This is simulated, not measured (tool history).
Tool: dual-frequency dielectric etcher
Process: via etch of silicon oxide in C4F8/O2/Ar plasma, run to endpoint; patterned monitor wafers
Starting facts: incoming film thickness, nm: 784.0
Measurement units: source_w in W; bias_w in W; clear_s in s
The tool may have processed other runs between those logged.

| run | hour | source_w | bias_w | clear_s |
|---|---|---|---|---|
| 1 | 0 | 1430 | 1854 | 177.04 |
| 2 | 8.3 | 1230 | 1854 | 188.64 |
| 3 | 12.8 | 1390 | 1881 | 177.5 |
| 4 | 19.9 | 1390 | 2010 | 174.78 |
| 5 | 23 | 1530 | 2010 | 167.62 |
| 6 | 29.6 | 1590 | 2021 | 164.87 |

Expected results for the next run?
| 7 | 35.1 | 1640 | 2030 | ? |

{"run 7": {"clear_s": 162.56}}

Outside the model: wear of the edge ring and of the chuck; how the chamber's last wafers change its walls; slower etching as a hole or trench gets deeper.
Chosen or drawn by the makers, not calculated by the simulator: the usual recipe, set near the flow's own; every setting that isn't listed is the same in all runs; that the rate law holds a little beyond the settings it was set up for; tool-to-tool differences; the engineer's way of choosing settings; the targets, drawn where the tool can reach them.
